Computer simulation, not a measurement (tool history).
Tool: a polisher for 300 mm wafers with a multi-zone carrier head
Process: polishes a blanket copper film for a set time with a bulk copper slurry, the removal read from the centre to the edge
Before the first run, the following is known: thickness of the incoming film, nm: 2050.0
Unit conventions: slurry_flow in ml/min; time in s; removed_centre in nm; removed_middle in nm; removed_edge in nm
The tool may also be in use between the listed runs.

{"run": 1, "hour": 0.0, "slurry_flow": 160, "centre_zone": 1, "middle_zone": 1, "edge_zone": 1, "slurry_solids": 1, "time": 40, "removed_centre": 271.73, "removed_middle": 279.78, "removed_edge": 278.15}
{"run": 2, "hour": 8.6, "slurry_flow": 160, "centre_zone": 1, "middle_zone": 1, "edge_zone": 1, "slurry_solids": 1, "time": 32, "removed_centre": 214.59, "removed_middle": 221.96, "removed_edge": 218.46}
{"run": 3, "hour": 12.4, "slurry_flow": 165, "centre_zone": 1, "middle_zone": 1, "edge_zone": 1.03, "slurry_solids": 1.1, "time": 34, "removed_centre": 236.42, "removed_middle": 245.4, "removed_edge": 245.07}
{"run": 4, "hour": 20.1, "slurry_flow": 165, "centre_zone": 1.07, "middle_zone": 1, "edge_zone": 1.03, "slurry_solids": 1.1, "time": 34, "removed_centre": 256.03, "removed_middle": 243.89, "removed_edge": 242.86}
{"run": 5, "hour": 27.8, "slurry_flow": 170, "centre_zone": 1.06, "middle_zone": 1, "edge_zone": 1.05, "slurry_solids": 1.15, "time": 35, "removed_centre": 262.76, "removed_middle": 256.91, "removed_edge": 257.51}
{"run": 6, "hour": 36.1, "slurry_flow": 170, "centre_zone": 1.06, "middle_zone": 0.95, "edge_zone": 1.05, "slurry_solids": 1.15, "time": 35, "removed_centre": 258.6, "removed_middle": 244.46, "removed_edge": 260.09}
{"run": 7, "hour": 43.9, "slurry_flow": 175, "centre_zone": 1.06, "middle_zone": 0.96, "edge_zone": 1.07, "slurry_solids": 1.2, "time": 36, "removed_centre": 268.54, "removed_middle": 257.66, "removed_edge": 273.4}
{"run": 8, "hour": 46.5, "slurry_flow": 180, "centre_zone": 1.06, "middle_zone": 0.97, "edge_zone": 1.09, "slurry_solids": 1.25, "time": 37, "removed_centre": 291.64, "removed_middle": 272.75, "removed_edge": 284.12}
{"run": 9, "hour": 47.3, "slurry_flow": 180, "centre_zone": 1.04, "middle_zone": 0.97, "edge_zone": 1.1, "slurry_solids": 1.3, "time": 38, "removed_centre": 296.1, "removed_middle": 278.58, "removed_edge": 297.33}
{"run": 10, "hour": 50.0, "slurry_flow": 185, "centre_zone": 1.02, "middle_zone": 0.98, "edge_zone": 1.11, "slurry_solids": 1.35, "time": 39, "removed_centre": 301.52, "removed_middle": 293.27, "removed_edge": 308.32}

What will run 11 give?
{"run": 11, "hour": 53.3, "slurry_flow": 205, "centre_zone": 0.97, "middle_zone": 0.99, "edge_zone": 1.19, "slurry_solids": 1.5, "time": 45, "removed_centre": "?", "removed_middle": "?", "removed_edge": "?"}

removed_centre: 336.77 nm
removed_middle: 356.39 nm
removed_edge: 382.31 nm
